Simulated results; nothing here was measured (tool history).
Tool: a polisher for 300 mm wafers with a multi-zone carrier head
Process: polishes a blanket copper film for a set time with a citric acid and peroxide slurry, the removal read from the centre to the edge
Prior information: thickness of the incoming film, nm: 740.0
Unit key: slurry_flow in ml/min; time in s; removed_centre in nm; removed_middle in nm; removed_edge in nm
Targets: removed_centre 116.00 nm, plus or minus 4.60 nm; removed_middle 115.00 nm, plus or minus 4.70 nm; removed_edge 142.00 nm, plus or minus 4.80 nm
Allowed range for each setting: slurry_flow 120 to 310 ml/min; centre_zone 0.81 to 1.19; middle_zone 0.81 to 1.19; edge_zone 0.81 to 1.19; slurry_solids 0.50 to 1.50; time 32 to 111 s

Run 1, hour 0.0: slurry_flow 200 ml/min, centre_zone 1.00, middle_zone 1.00, edge_zone 1.00, slurry_solids 1.00, time 71 s. Result: removed_centre 115.82 nm, removed_middle 114.32 nm, removed_edge 121.04 nm.
Run 2, hour 5.9: slurry_flow 205 ml/min, centre_zone 0.99, middle_zone 0.99, edge_zone 1.03, slurry_solids 1.05, time 71 s. Result: removed_centre 115.46 nm, removed_middle 116.99 nm, removed_edge 123.42 nm.
Run 3, hour 10.5: slurry_flow 205 ml/min, centre_zone 0.99, middle_zone 0.99, edge_zone 1.03, slurry_solids 1.05, time 79 s. Result: removed_centre 128.79 nm, removed_middle 129.20 nm, removed_edge 136.38 nm.
Run 4, hour 19.2: slurry_flow 205 ml/min, centre_zone 1.03, middle_zone 0.99, edge_zone 1.03, slurry_solids 1.05, time 79 s. Result: removed_centre 133.23 nm, removed_middle 129.87 nm, removed_edge 136.47 nm.
Run 5, hour 24.4: slurry_flow 205 ml/min, centre_zone 1.03, middle_zone 0.96, edge_zone 1.03, slurry_solids 1.05, time 79 s. Result: removed_centre 132.08 nm, removed_middle 128.48 nm, removed_edge 139.58 nm.
Run 6, hour 28.6: slurry_flow 200 ml/min, centre_zone 1.02, middle_zone 0.94, edge_zone 1.03, slurry_solids 1.05, time 79 s. Result: removed_centre 132.63 nm, removed_middle 124.91 nm, removed_edge 135.17 nm.
Run 7, hour 30.6: slurry_flow 200 ml/min, centre_zone 0.99, middle_zone 0.92, edge_zone 1.05, slurry_solids 1.05, time 80 s. Result: removed_centre 128.65 nm, removed_middle 122.37 nm, removed_edge 139.78 nm.
Run 8, hour 35.3: slurry_flow 195 ml/min, centre_zone 0.98, middle_zone 0.92, edge_zone 1.06, slurry_solids 1.05, time 80 s. Result: removed_centre 125.91 nm, removed_middle 121.30 nm, removed_edge 139.66 nm.
Run 9, hour 36.5: slurry_flow 190 ml/min, centre_zone 0.97, middle_zone 0.92, edge_zone 1.07, slurry_solids 1.05, time 80 s. Result: removed_centre 125.34 nm, removed_middle 120.91 nm, removed_edge 137.39 nm.
Run 10, hour 43.9: slurry_flow 190 ml/min, centre_zone 0.95, middle_zone 0.91, edge_zone 1.08, slurry_solids 1.05, time 80 s. Result: removed_centre 121.92 nm, removed_middle 122.77 nm, removed_edge 142.39 nm.
Run 11, hour 47.1: slurry_flow 185 ml/min, centre_zone 0.95, middle_zone 0.90, edge_zone 1.08, slurry_solids 1.05, time 80 s. Result: removed_centre 123.56 nm, removed_middle 119.25 nm, removed_edge 142.33 nm.
Run 12, hour 50.7: slurry_flow 185 ml/min, centre_zone 0.94, middle_zone 0.90, edge_zone 1.08, slurry_solids 1.05, time 80 s. Result: removed_centre 119.00 nm, removed_middle 121.61 nm, removed_edge 137.91 nm.
Run 13, hour 56.7: slurry_flow 185 ml/min, centre_zone 0.94, middle_zone 0.89, edge_zone 1.09, slurry_solids 1.05, time 80 s. Result: removed_centre 121.53 nm, removed_middle 120.42 nm, removed_edge 139.51 nm.

Below are 4 possible settings for the next run. Only one of them brings all results inside the allowed miss of their targets. Which is it?
Run A, hour 62.7: slurry_flow 180 ml/min, centre_zone 1.02, middle_zone 0.88, edge_zone 1.07, slurry_solids 1.00, time 81 s. Result: removed_centre ?, removed_middle ?, removed_edge ?.
Run B, hour 62.7: slurry_flow 200 ml/min, centre_zone 1.01, middle_zone 0.85, edge_zone 1.07, slurry_solids 1.15, time 79 s. Result: removed_centre ?, removed_middle ?, removed_edge ?.
Run C, hour 62.7: slurry_flow 250 ml/min, centre_zone 1.00, middle_zone 1.01, edge_zone 1.10, slurry_solids 0.65, time 83 s. Result: removed_centre ?, removed_middle ?, removed_edge ?.
Run D, hour 62.7: slurry_flow 190 ml/min, centre_zone 0.93, middle_zone 0.89, edge_zone 1.18, slurry_solids 1.05, time 77 s. Result: removed_centre ?, removed_middle ?, removed_edge ?.

move  removed_centre  removed_middle  removed_edge
   A          133.13          117.20        140.07
   B          134.48          116.48        142.07
   C          130.72          128.95        139.51
   D          117.53          114.39        142.17
A: moves away from the targets compared with the last run
B: moves away from the targets compared with the last run
C: moves away from the targets compared with the last run
D: every result lands within tolerance
D meets every target.
